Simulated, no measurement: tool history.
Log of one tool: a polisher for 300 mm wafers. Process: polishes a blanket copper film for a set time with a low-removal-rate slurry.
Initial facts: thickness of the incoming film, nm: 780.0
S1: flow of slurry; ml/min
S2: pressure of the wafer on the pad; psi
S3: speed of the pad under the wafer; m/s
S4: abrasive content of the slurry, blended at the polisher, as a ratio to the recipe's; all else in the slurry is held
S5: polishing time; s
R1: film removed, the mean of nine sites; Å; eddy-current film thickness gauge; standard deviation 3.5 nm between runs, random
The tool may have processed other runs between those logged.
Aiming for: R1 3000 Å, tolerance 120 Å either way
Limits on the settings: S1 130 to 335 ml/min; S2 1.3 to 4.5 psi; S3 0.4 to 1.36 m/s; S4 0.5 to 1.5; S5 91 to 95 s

{"run": 1, "hour": 0.0, "S1": 215, "S2": 2.9, "S3": 0.88, "S4": 1, "S5": 91, "R1": 2256.8}
{"run": 2, "hour": 0.7, "S1": 215, "S2": 2.9, "S3": 0.88, "S4": 0.8, "S5": 91, "R1": 2227.7}
{"run": 3, "hour": 8.8, "S1": 215, "S2": 2.9, "S3": 0.88, "S4": 1, "S5": 91, "R1": 2342.5}
{"run": 4, "hour": 10.1, "S1": 215, "S2": 3.1, "S3": 0.88, "S4": 1, "S5": 91, "R1": 2493.5}
{"run": 5, "hour": 16.1, "S1": 215, "S2": 3.3, "S3": 0.88, "S4": 1, "S5": 91, "R1": 2609.6}
{"run": 6, "hour": 18.3, "S1": 165, "S2": 3.3, "S3": 0.88, "S4": 1, "S5": 91, "R1": 2517.9}
{"run": 7, "hour": 23.5, "S1": 175, "S2": 3.4, "S3": 0.88, "S4": 1, "S5": 91, "R1": 2565.3}
{"run": 8, "hour": 32.1, "S1": 190, "S2": 3.5, "S3": 0.88, "S4": 1, "S5": 91, "R1": 2777.9}
{"run": 9, "hour": 36.1, "S1": 200, "S2": 3.5, "S3": 0.88, "S4": 1, "S5": 91, "R1": 2765.3}

Which of these 4 next moves meets every target?
{"run": "A", "hour": 40.1, "S1": 190, "S2": 3.8, "S3": 1.04, "S4": 1, "S5": 91, "R1": "?"}
{"run": "B", "hour": 40.1, "S1": 215, "S2": 3, "S3": 0.78, "S4": 1, "S5": 95, "R1": "?"}
{"run": "C", "hour": 40.1, "S1": 210, "S2": 3.4, "S3": 1.04, "S4": 0.9, "S5": 92, "R1": "?"}
{"run": "D", "hour": 40.1, "S1": 185, "S2": 3.9, "S3": 0.94, "S4": 1.05, "S5": 93, "R1": "?"}

move=A R1=3367.2
move=B R1=2388.2
move=C R1=3026.6
move=D R1=3335.4
A: takes the result that was furthest off past its target
B: its largest miss is bigger than the last run's
C: in spec on every target
D: takes the result that was furthest off past its target
Answer: C
